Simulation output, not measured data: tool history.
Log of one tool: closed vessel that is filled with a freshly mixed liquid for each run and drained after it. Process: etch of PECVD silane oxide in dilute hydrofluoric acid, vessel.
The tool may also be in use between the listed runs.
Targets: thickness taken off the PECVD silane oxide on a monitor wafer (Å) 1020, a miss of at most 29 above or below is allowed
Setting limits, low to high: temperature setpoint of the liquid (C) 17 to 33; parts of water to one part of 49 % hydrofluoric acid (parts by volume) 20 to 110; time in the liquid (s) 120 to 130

run  hour  temperature setpoint of the liquid (C)  parts of water to one part of 49 % hydrofluoric acid (parts by volume)  time in the liquid (s)  thickness taken off the PECVD silane oxide on a monitor wafer (Å)
  1     0                                      25                                                                      60                     120                                                             443.49
  2   4.5                                    27.5                                                                      50                     120                                                             588.58
  3  10.2                                    30.5                                                                      50                     120                                                             666.45
  4  16.2                                    30.5                                                                      60                     120                                                             551.62
  5  24.6                                    31.5                                                                      50                     120                                                             694.51
  6  32.6                                      32                                                                      45                     120                                                             793.41
  7  39.9                                    32.5                                                                      40                     120                                                             916.76
  8  47.1                                      33                                                                      40                     120                                                             933.23
  9  48.3                                      33                                                                      35                     120                                                             1073.1
 10  50.9                                    32.5                                                                      35                     120                                                             1056.7

Next run, 4 choices. One meets every target within its allowed miss, the rest don't. Which?
  A  53.5                                      32                                                                      35                     130                                                                  ?
  B  53.5                                    30.5                                                                      30                     120                                                                  ?
  C  53.5                                      33                                                                      40                     130                                                                  ?
  D  53.5                                      33                                                                      35                     120                                                                  ?

move  thickness taken off the PECVD silane oxide on a monitor wafer (Å)
   A                                                               1120
   B                                                             1145.9
   C                                                             1010.5
   D                                                               1075
A: its largest miss is bigger than the last run's
B: its largest miss is bigger than the last run's
C: all results land within tolerance of their targets
D: its largest miss is bigger than the last run's
C is the move that brings every result within its allowed miss.
